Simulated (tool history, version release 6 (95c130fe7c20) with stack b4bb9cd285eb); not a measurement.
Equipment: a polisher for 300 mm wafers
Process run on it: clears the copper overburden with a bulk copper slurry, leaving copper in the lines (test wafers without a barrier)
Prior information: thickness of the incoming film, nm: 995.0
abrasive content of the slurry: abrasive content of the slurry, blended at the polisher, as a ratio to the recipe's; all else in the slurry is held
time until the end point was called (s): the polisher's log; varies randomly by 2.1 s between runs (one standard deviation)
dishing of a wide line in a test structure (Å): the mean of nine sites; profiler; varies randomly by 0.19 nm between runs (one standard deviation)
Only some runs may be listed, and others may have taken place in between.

run  hour  flow of slurry (ml/min)  pressure of the wafer on the pad (psi)  speed of the pad under the wafer (m/s)  abrasive content of the slurry  overpolish time after the end point (s)  time until the end point was called (s)  dishing of a wide line in a test structure (Å)
  1     0                      275                                     2.4                                    1.12                               1                                       11                                   153.36                                          164.82
  2   4.1                      275                                     2.4                                     1.3                               1                                       11                                   130.19                                          169.57
  3   8.3                      275                                     2.9                                     1.3                               1                                       11                                    107.7                                          170.46
  4  15.5                      330                                     2.9                                     1.3                               1                                       11                                   107.64                                          173.84
     24.3  -- worn pad replaced by a new one
  5  24.3                      325                                     2.8                                     1.3                               1                                       10                                   99.692                                          171.44
  6  28.9                      325                                     2.8                                     1.4                               1                                       10                                   90.196                                          174.32
  7  37.1                      325                                     2.8                                     1.4                               1                                       10                                   93.918                                          173.84
  8  45.5                      315                                     2.6                                     1.4                               1                                       10                                   100.61                                          173.48
  9    50                      305                                     2.5                                     1.4                               1                                        9                                   103.52                                          168.11
 10  53.1                      300                                     2.4                                     1.4                               1                                        9                                   109.14                                          171.19
 11  60.8                      290                                     2.3                                     1.4                               1                                        8                                   114.23                                          167.15

The next listed run, before its measurement:
 12  68.6                      280                                     2.2                                     1.4                               1                                        8                                        ?                                               ?

Run 12 came out at time until the end point was called (s) 121.91, dishing of a wide line in a test structure (Å) 168.5.

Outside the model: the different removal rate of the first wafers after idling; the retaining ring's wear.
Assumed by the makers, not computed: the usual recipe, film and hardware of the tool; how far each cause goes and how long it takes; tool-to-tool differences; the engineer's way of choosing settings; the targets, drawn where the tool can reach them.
